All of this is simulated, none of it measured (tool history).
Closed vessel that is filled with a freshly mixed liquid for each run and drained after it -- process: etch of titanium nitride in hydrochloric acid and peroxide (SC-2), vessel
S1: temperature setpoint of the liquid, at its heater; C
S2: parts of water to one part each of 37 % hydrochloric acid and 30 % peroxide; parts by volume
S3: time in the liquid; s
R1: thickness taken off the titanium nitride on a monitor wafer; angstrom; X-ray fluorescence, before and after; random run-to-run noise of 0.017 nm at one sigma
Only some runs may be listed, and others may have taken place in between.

| run | hour | S1 | S2 | S3 | R1 |
|---|---|---|---|---|---|
| 1 | 0.0 | 49.0 | 9 | 110 | 26.902 |
| 2 | 9.2 | 49.0 | 9 | 70 | 16.887 |
| 3 | 12.9 | 50.5 | 9 | 70 | 18.722 |
| 4 | 14.3 | 45.5 | 9 | 70 | 13.504 |
| 5 | 17.1 | 45.5 | 9 | 70 | 13.243 |
| 6 | 23.5 | 41.5 | 9 | 70 | 10.247 |
| 7 | 30.5 | 44.5 | 9 | 70 | 12.512 |
| 8 | 34.2 | 46.5 | 9 | 70 | 14.405 |

Run 9, settings as shown, results not yet in. Your forecast:
| 9 | 42.0 | 48.0 | 9 | 70 | ? |

R1: 16.031 angstrom

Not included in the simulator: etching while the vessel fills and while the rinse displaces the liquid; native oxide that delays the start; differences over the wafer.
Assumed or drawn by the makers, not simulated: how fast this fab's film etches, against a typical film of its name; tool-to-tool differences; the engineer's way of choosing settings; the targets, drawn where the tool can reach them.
